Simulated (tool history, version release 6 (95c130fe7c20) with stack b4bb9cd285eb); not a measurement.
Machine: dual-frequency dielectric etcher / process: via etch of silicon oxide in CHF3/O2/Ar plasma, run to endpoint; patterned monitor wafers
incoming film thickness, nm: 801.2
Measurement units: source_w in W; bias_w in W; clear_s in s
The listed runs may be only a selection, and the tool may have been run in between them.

run	hour	source_w	bias_w	clear_s
1	0.0	580	162	415.63
2	2.5	650	162	403.26
3	9.8	650	148	421.52
4	11.5	680	155	404.90
5	19.7	680	179	382.18
6	20.6	730	179	375.11
7	28.7	740	181	373.22

What does the tool deliver on the next run?
8	35.2	750	183	?

{"run 8": {"clear_s": 368.19}}

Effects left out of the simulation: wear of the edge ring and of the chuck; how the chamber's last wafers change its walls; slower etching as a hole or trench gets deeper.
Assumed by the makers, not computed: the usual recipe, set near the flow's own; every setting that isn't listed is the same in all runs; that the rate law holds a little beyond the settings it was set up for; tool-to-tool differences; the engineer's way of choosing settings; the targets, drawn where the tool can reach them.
